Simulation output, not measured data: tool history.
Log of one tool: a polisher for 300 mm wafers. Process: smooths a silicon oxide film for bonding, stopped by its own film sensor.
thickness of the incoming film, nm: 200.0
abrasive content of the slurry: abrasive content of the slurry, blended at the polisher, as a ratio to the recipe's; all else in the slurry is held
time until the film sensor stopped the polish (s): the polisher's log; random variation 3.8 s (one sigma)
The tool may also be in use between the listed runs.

run	hour	flow of slurry (ml/min)	pressure of the wafer on the pad (psi)	speed of the pad under the wafer (m/s)	abrasive content of the slurry	target thickness at which the film sensor stops the polish (nm)	time until the film sensor stopped the polish (s)
1	0	150	1.3	0.78	1	153	138.59
2	3.5	150	1.3	0.78	1	153	140.68
3	8.5	150	1.2	0.78	1	153	143.9
4	15	165	1.2	0.78	1	153	145.07
5	23.1	165	1.1	0.76	1	153	159.42
6	25.2	165	1	0.74	1	153	173.87
7	33.1	165	0.9	0.74	1	153	185.13
8	36.1	165	0.8	0.74	1	153	215.52

The next listed run, before its measurement:
9	38.3	160	0.8	0.74	1	153	?

time until the film sensor stopped the polish (s): 211.58
